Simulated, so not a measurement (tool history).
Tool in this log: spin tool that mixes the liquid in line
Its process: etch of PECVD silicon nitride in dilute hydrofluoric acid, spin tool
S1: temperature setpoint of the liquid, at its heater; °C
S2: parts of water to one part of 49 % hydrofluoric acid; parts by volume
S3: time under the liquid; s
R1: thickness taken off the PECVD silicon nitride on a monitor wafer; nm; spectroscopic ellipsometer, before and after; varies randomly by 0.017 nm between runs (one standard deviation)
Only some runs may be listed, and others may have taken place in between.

{"run": 1, "hour": 0.0, "S1": 23.0, "S2": 50, "S3": 60, "R1": 2.5548}
{"run": 2, "hour": 2.8, "S1": 25.0, "S2": 50, "S3": 60, "R1": 2.9025}
{"run": 3, "hour": 9.3, "S1": 25.0, "S2": 50, "S3": 60, "R1": 2.9331}
{"run": 4, "hour": 16.3, "S1": 27.5, "S2": 50, "S3": 60, "R1": 3.4657}
{"run": 5, "hour": 24.3, "S1": 27.5, "S2": 50, "S3": 60, "R1": 3.4284}
{"run": 6, "hour": 26.6, "S1": 27.5, "S2": 50, "S3": 40, "R1": 2.2947}
{"run": 7, "hour": 35.4, "S1": 27.5, "S2": 50, "S3": 40, "R1": 2.292}
{"run": 8, "hour": 38.9, "S1": 28.5, "S2": 45, "S3": 40, "R1": 2.7353}

Predict the results of run 9:
{"run": 9, "hour": 46.9, "S1": 29.0, "S2": 40, "S3": 40, "R1": "?"}

R1: 3.1609 nm
